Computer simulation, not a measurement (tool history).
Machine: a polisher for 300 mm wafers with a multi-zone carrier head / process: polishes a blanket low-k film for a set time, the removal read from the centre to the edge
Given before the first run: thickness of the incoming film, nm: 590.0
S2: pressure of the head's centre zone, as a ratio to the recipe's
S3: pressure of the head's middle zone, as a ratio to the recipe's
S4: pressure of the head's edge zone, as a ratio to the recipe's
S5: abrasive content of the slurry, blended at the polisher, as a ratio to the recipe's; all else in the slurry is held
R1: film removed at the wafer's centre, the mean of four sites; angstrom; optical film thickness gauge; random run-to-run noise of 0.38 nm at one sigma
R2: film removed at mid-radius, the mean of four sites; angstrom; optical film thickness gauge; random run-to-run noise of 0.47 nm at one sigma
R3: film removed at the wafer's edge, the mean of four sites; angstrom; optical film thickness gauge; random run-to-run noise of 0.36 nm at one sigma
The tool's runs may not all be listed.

Run 1, hour 0: flow of slurry (ml/min) 320, S2 1, S3 1, S4 1, S5 1, polishing time (s) 80. Result: R1 274.38 angstrom, R2 271.7 angstrom, R3 274.88 angstrom.
Run 2, hour 1.6: flow of slurry (ml/min) 320, S2 1, S3 1, S4 0.94, S5 1, polishing time (s) 80. Result: R1 267.85 angstrom, R2 274.75 angstrom, R3 265.9 angstrom.
Run 3, hour 4.6: flow of slurry (ml/min) 320, S2 1, S3 1, S4 0.89, S5 1, polishing time (s) 80. Result: R1 270.52 angstrom, R2 270.33 angstrom, R3 266.16 angstrom.
Run 4, hour 12.9: flow of slurry (ml/min) 320, S2 1.02, S3 0.99, S4 0.9, S5 1.1, polishing time (s) 82. Result: R1 297.62 angstrom, R2 282.1 angstrom, R3 277.37 angstrom.
At hour 14.8: edge zone pressure recalibrated.
Run 5, hour 14.8: flow of slurry (ml/min) 320, S2 1.02, S3 0.99, S4 0.9, S5 1.1, polishing time (s) 62. Result: R1 220.37 angstrom, R2 210.33 angstrom, R3 205.38 angstrom.
Run 6, hour 16.3: flow of slurry (ml/min) 320, S2 1.02, S3 0.99, S4 0.9, S5 1.1, polishing time (s) 74. Result: R1 262.88 angstrom, R2 261.19 angstrom, R3 245.57 angstrom.

Run 7 has not been measured yet. What should we expect?
Run 7, hour 20.5: flow of slurry (ml/min) 320, S2 1.02, S3 0.95, S4 0.94, S5 1.2, polishing time (s) 78. Result: R1 ?, R2 ?, R3 ?.

Run 7 produced R1 289.42 angstrom, R2 270.63 angstrom, R3 276.85 angstrom.
